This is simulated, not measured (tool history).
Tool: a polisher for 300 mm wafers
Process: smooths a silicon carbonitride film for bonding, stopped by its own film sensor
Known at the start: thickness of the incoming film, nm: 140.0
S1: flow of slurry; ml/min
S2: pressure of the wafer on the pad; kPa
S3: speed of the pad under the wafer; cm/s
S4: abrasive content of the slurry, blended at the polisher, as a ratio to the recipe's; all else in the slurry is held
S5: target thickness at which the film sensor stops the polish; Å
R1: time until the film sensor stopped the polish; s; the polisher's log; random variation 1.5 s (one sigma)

Run 1, hour 0.0: S1 210 ml/min, S2 16.5 kPa, S3 74 cm/s, S4 1.0, S5 1210 Å. Result: R1 78.333 s.
Run 2, hour 4.8: S1 210 ml/min, S2 15.2 kPa, S3 74 cm/s, S4 1.0, S5 1210 Å. Result: R1 82.176 s.
Run 3, hour 13.2: S1 210 ml/min, S2 15.2 kPa, S3 74 cm/s, S4 1.0, S5 1200 Å. Result: R1 88.526 s.
Run 4, hour 14.1: S1 255 ml/min, S2 15.2 kPa, S3 74 cm/s, S4 1.0, S5 1200 Å. Result: R1 85.585 s.
Run 5, hour 20.5: S1 250 ml/min, S2 13.8 kPa, S3 74 cm/s, S4 1.0, S5 1200 Å. Result: R1 94.245 s.
Run 6, hour 29.4: S1 250 ml/min, S2 13.1 kPa, S3 74 cm/s, S4 1.0, S5 1200 Å. Result: R1 100.020 s.

The next listed run, before its measurement:
Run 7, hour 33.5: S1 250 ml/min, S2 12.4 kPa, S3 74 cm/s, S4 1.0, S5 1200 Å. Result: R1 ?.

{"run 7": {"R1": 107.2}}
